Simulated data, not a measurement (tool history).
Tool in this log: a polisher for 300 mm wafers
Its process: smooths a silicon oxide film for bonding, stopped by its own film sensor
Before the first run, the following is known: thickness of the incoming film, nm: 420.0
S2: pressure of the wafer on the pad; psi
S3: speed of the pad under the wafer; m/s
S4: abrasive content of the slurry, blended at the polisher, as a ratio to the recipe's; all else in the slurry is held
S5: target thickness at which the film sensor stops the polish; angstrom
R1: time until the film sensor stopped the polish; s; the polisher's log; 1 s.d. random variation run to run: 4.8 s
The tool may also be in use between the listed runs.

run 1 hour=0 | flow_of_slurry_(ml/min)=290 S2=1.6 S3=1 S4=1 S5=3540 | R1=158.99
run 2 hour=0.5 | flow_of_slurry_(ml/min)=290 S2=1.5 S3=0.98 S4=1 S5=3540 | R1=171.99
run 3 hour=3.1 | flow_of_slurry_(ml/min)=290 S2=1.5 S3=0.98 S4=1.15 S5=3540 | R1=153
run 4 hour=9.1 | flow_of_slurry_(ml/min)=290 S2=1.3 S3=0.98 S4=1.15 S5=3540 | R1=179.87
-- hour=15 slurry blender recalibrated
run 5 hour=15 | flow_of_slurry_(ml/min)=290 S2=1.3 S3=0.98 S4=1.15 S5=3540 | R1=146.95
run 6 hour=20.8 | flow_of_slurry_(ml/min)=290 S2=1.3 S3=0.8 S4=1.15 S5=3540 | R1=168.61

The next listed run, before its measurement:
run 7 hour=27.6 | flow_of_slurry_(ml/min)=290 S2=1.2 S3=0.78 S4=1.1 S5=3530 | R1=?

{"run 7": {"R1": 191.72}}
